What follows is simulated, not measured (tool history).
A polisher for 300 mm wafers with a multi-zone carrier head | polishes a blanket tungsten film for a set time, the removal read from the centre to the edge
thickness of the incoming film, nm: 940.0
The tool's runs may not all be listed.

run  hour  flow of slurry (ml/min)  pressure of the head's centre zone  pressure of the head's middle zone  pressure of the head's edge zone  abrasive content of the slurry  polishing time (s)  film removed at the wafer's centre (Å)  film removed at mid-radius (Å)  film removed at the wafer's edge (Å)
  1   0.0                      165                                1.00                                1.00                              1.00                             1.0                  43                                  2559.1                          2572.8                                2615.1
  2   6.9                      150                                0.95                                0.99                              1.00                             0.9                  43                                  2340.6                          2470.3                                2550.4
  3  14.3                      150                                1.03                                0.99                              1.00                             0.9                  43                                  2558.4                          2411.3                                2525.4
  4  19.0                      150                                0.94                                0.99                              1.00                             0.9                  43                                  2324.5                          2448.7                                2530.7
  5  20.4                      175                                0.94                                0.99                              1.00                             0.9                  43                                  2346.7                          2570.5                                2573.3
  6  25.2                      170                                0.91                                0.98                              1.00                             0.8                  42                                  2133.3                          2361.5                                2405.2
  7  29.1                      170                                0.91                                0.98                              1.00                             0.8                  42                                  2138.5                          2333.2                                2424.1

Run 8 comes next. What will it give?
  8  31.1                      170                                0.91                                0.98                              1.00                             0.8                  42                                       ?                               ?                                     ?

Run 8 gave film removed at the wafer's centre (Å) 2165.4, film removed at mid-radius (Å) 2353.7, film removed at the wafer's edge (Å) 2394.1.
